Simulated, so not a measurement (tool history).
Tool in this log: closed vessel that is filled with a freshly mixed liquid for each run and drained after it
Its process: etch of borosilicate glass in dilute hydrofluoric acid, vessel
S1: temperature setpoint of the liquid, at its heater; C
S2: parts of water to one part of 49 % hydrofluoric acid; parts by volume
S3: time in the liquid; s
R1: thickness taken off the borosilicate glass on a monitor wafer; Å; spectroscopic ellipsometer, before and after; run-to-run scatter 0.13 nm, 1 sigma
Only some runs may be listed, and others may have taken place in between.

Run 1, hour 0.0: S1 21.0 C, S2 95 parts by volume, S3 30 s. Result: R1 125.660 Å.
Run 2, hour 1.9: S1 21.0 C, S2 95 parts by volume, S3 30 s. Result: R1 125.620 Å.
Run 3, hour 5.8: S1 21.0 C, S2 130 parts by volume, S3 30 s. Result: R1 87.343 Å.
Run 4, hour 7.5: S1 21.0 C, S2 130 parts by volume, S3 30 s. Result: R1 88.455 Å.
Run 5, hour 13.4: S1 21.0 C, S2 110 parts by volume, S3 30 s. Result: R1 106.250 Å.
Run 6, hour 21.9: S1 23.0 C, S2 85 parts by volume, S3 30 s. Result: R1 154.230 Å.
Run 7, hour 28.4: S1 24.5 C, S2 70 parts by volume, S3 30 s. Result: R1 203.840 Å.
Run 8, hour 30.7: S1 25.5 C, S2 65 parts by volume, S3 30 s. Result: R1 226.780 Å.
Run 9, hour 37.8: S1 25.5 C, S2 65 parts by volume, S3 30 s. Result: R1 228.990 Å.
Run 10, hour 41.0: S1 26.5 C, S2 60 parts by volume, S3 30 s. Result: R1 259.170 Å.
Run 11, hour 44.5: S1 27.0 C, S2 55 parts by volume, S3 30 s. Result: R1 290.950 Å.

Run 12, settings as shown, results not yet in. Your forecast:
Run 12, hour 50.6: S1 27.5 C, S2 55 parts by volume, S3 30 s. Result: R1 ?.

Logged for run 12: R1 297.140 Å.
